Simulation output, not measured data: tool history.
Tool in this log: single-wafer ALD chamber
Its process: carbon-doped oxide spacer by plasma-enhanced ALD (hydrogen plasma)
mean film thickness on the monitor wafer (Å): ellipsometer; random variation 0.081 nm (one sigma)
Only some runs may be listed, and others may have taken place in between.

run  hour  heater temperature setpoint (deg C)  number of ALD cycles (cycles)  mean film thickness on the monitor wafer (Å)
  1   0.0                                  415                            389                                        183.88
  2   4.0                                  411                            407                                        194.64
  3   9.2                                  411                            363                                        172.67
  4  12.9                                  411                            416                                        198.60
  5  14.7                                  421                            416                                        191.81
  6  22.5                                  411                            416                                        197.80
  7  29.9                                  408                            427                                        204.82
  8  33.7                                  406                            434                                        210.62

Run 9, settings as shown, results not yet in. Your forecast:
  9  41.2                                  404                            437                                             ?

{"run 9": {"mean film thickness on the monitor wafer (Å)": 212.62}}

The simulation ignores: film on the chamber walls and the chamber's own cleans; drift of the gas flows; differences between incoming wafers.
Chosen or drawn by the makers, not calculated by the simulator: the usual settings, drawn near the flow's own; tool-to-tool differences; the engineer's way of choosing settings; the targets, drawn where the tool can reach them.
